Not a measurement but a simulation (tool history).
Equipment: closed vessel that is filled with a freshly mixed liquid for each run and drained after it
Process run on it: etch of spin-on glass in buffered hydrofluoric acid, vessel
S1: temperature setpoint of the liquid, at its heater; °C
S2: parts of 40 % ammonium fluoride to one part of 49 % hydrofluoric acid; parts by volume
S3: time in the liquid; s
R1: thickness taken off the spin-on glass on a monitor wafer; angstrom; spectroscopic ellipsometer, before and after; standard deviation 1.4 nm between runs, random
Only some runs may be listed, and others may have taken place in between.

run  hour    S1    S2   S3      R1
  1   0.0  23.0  21.5  105  1800.1
  2   6.6  22.0  21.5  105  1685.8
  3   9.7  22.0  24.5  105  1531.8
  4  12.8  22.0  24.5  105  1544.6
  5  17.7  22.0  24.5  105  1527.5
  6  23.3  19.0  24.5  105  1292.0
  7  32.0  19.5  24.5  105  1310.0

Forecast run 8:
  8  39.8  20.0  24.5  105   ?

R1: 1378.5 angstrom

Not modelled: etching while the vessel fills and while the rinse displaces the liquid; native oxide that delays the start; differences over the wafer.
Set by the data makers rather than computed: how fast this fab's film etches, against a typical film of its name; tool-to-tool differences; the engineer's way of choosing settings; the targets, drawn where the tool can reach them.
